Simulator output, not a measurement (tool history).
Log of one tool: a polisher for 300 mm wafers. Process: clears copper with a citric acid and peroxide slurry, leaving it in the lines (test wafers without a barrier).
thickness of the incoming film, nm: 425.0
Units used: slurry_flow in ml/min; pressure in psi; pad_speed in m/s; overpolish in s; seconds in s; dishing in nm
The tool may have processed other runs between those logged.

run,hour,slurry_flow,pressure,pad_speed,slurry_solids,overpolish,seconds,dishing
1,0,320,2.7,1.36,1,16,142.76,32.401
2,5.1,320,2.7,1.56,1,16,123.34,34.321
3,7.5,320,2.7,1.56,1,22,128.44,44.882
4,15.2,395,2.7,1.56,1,22,122.54,45.595
5,15.9,395,2.4,1.56,1,20,135.21,38.571
6,21.4,395,3,1.56,1,20,112.65,46.567
7,30.2,395,2.3,1.4,1,14,155.15,26.543
8,37.3,395,2.1,1.4,1,14,164.48,23.734
9,41.5,395,2,1.4,1,14,170.85,23.449
10,43.4,395,1.9,1.4,1,14,174.81,22.603

Estimate the outcome of run 11 from the log above:
11,50.2,395,1.8,1.4,1,14,?,?

seconds: 184.31 s
dishing: 21.623 nm
